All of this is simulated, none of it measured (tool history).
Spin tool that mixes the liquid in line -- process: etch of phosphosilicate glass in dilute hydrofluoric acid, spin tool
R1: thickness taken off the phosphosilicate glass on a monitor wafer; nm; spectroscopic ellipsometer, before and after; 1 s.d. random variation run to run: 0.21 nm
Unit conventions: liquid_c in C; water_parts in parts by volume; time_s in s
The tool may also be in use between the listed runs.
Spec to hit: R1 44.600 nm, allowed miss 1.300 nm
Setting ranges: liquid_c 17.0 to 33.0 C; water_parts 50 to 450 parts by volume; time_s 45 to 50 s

Run 1, day 0.000: liquid_c 25.0 C, water_parts 250 parts by volume, time_s 45 s. Result: R1 22.274 nm.
Run 2, day 0.262: liquid_c 25.0 C, water_parts 285 parts by volume, time_s 45 s. Result: R1 18.930 nm.
Run 3, day 0.388: liquid_c 26.5 C, water_parts 255 parts by volume, time_s 45 s. Result: R1 23.125 nm.
Run 4, day 0.750: liquid_c 28.0 C, water_parts 235 parts by volume, time_s 45 s. Result: R1 26.991 nm.
Run 5, day 1.000: liquid_c 24.5 C, water_parts 235 parts by volume, time_s 45 s. Result: R1 23.680 nm.
Run 6, day 1.038: liquid_c 23.0 C, water_parts 235 parts by volume, time_s 45 s. Result: R1 22.578 nm.
Run 7, day 1.088: liquid_c 25.0 C, water_parts 215 parts by volume, time_s 45 s. Result: R1 26.926 nm.
Run 8, day 1.400: liquid_c 26.5 C, water_parts 205 parts by volume, time_s 45 s. Result: R1 30.249 nm.
Run 9, day 1.462: liquid_c 28.0 C, water_parts 200 parts by volume, time_s 45 s. Result: R1 32.773 nm.

Of the 4 settings listed for the next run, only one would bring every result within its allowed miss of target. Which one?
Run A, day 1.525: liquid_c 29.0 C, water_parts 170 parts by volume, time_s 45 s. Result: R1 ?.
Run B, day 1.525: liquid_c 32.5 C, water_parts 185 parts by volume, time_s 50 s. Result: R1 ?.
Run C, day 1.525: liquid_c 27.0 C, water_parts 165 parts by volume, time_s 50 s. Result: R1 ?.
Run D, day 1.525: liquid_c 29.0 C, water_parts 165 parts by volume, time_s 50 s. Result: R1 ?.

move      R1
   A  41.371
   B  46.815
   C  44.322
   D  47.658
A: closes in on the targets versus the last run, not all within tolerance yet
B: moves the result that the last run missed by most past its target, out the other side
C: all results in spec
D: moves the result that the last run missed by most past its target, out the other side
Correct choice: C, which meets every target
